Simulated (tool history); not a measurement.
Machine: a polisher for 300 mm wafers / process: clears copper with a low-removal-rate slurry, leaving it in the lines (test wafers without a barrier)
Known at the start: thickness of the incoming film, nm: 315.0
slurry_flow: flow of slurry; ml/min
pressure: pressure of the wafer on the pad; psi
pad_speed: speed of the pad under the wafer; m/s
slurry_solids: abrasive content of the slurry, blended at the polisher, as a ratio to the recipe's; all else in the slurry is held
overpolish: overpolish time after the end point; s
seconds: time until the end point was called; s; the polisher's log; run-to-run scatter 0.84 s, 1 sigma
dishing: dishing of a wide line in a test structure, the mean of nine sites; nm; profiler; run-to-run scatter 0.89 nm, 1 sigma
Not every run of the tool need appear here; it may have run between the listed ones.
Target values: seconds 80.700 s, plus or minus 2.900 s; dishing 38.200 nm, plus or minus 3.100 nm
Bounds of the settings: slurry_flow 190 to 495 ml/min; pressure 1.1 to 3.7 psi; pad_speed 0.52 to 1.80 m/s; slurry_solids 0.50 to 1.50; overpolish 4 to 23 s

| run | hour | slurry_flow | pressure | pad_speed | slurry_solids | overpolish | seconds | dishing |
|---|---|---|---|---|---|---|---|---|
| 1 | 0.0 | 320 | 2.4 | 1.16 | 1.00 | 12 | 114.930 | 23.141 |
| 2 | 8.0 | 320 | 2.5 | 1.16 | 1.00 | 12 | 111.170 | 25.481 |
| 3 | 14.8 | 280 | 2.5 | 1.16 | 1.00 | 12 | 112.080 | 25.109 |
| 4 | 20.0 | 280 | 2.6 | 1.16 | 1.00 | 12 | 109.160 | 26.014 |
| 5 | 21.5 | 280 | 2.2 | 1.16 | 1.00 | 12 | 126.920 | 21.906 |
| 6 | 24.5 | 280 | 2.2 | 1.16 | 1.00 | 17 | 128.420 | 30.684 |
| 7 | 32.3 | 280 | 2.8 | 1.18 | 1.00 | 13 | 97.993 | 30.315 |
| 8 | 41.1 | 280 | 2.9 | 1.18 | 1.00 | 13 | 96.057 | 29.623 |
| 9 | 45.3 | 280 | 3.0 | 1.18 | 1.00 | 13 | 92.041 | 31.659 |
| 10 | 51.8 | 280 | 3.1 | 1.18 | 1.00 | 13 | 88.686 | 33.148 |
| 11 | 54.9 | 285 | 3.2 | 1.18 | 1.00 | 13 | 85.564 | 34.618 |

Below are 5 possible settings for the next run. Only one of them brings all results inside the allowed miss of their targets. Which is it?
| A | 58.0 | 265 | 3.3 | 1.08 | 1.10 | 12 | ? | ? |
| B | 58.0 | 275 | 3.6 | 1.02 | 1.00 | 10 | ? | ? |
| C | 58.0 | 320 | 2.7 | 1.24 | 1.10 | 17 | ? | ? |
| D | 58.0 | 300 | 3.4 | 1.24 | 0.85 | 14 | ? | ? |
| E | 58.0 | 250 | 3.4 | 1.16 | 1.10 | 10 | ? | ? |

| move | seconds | dishing |
|---|---|---|
| A | 89.833 | 29.850 |
| B | 89.104 | 25.548 |
| C | 93.709 | 38.726 |
| D | 80.833 | 37.620 |
| E | 81.981 | 27.523 |
A: misses by more than the last run did
B: misses by more than the last run did
C: misses by more than the last run did
D: every result lands within tolerance
E: corrects the largest miss of the last run, while another result sits out of spec
Answer: D
